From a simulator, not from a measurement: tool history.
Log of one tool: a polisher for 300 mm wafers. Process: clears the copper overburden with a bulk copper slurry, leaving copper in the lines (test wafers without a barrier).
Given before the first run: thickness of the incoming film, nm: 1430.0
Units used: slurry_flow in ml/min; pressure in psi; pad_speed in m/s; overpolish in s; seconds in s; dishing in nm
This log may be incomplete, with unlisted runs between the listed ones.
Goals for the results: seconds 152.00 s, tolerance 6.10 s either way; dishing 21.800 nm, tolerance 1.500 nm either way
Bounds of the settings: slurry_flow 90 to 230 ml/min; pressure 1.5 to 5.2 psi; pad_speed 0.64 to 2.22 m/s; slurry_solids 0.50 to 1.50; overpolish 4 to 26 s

run	hour	slurry_flow	pressure	pad_speed	slurry_solids	overpolish	seconds	dishing
1	0.0	150	3.3	1.42	1.00	13	112.03	22.131
2	7.1	150	3.3	1.16	1.00	13	135.62	20.829
3	10.0	150	4.1	1.16	1.00	13	110.92	22.198
4	12.7	150	4.1	1.16	1.00	15	112.62	22.614
5	21.1	150	3.7	1.16	1.00	15	121.36	22.756
6	25.1	150	3.5	1.16	1.00	15	126.33	20.957
7	26.5	145	3.5	1.14	0.95	13	131.83	21.587
# hour 34.4: slurry blender recalibrated
8	34.4	135	3.1	1.12	0.90	11	145.05	21.912

Next run, 4 choices. One meets every target within its allowed miss, the rest don't. Which?
A	42.3	105	3.4	1.16	0.85	11	?	?
B	42.3	180	2.1	1.16	1.15	9	?	?
C	42.3	140	3.1	1.12	1.00	7	?	?
D	42.3	135	3.1	1.10	0.70	11	?	?

move	seconds	dishing
A	129.75	21.598
B	168.06	19.788
C	133.68	20.074
D	146.16	21.276
A: moves away from the targets compared with the last run
B: pushes the last run's worst result past its target
C: moves away from the targets compared with the last run
D: every result lands within tolerance
Correct choice: D, which meets every target

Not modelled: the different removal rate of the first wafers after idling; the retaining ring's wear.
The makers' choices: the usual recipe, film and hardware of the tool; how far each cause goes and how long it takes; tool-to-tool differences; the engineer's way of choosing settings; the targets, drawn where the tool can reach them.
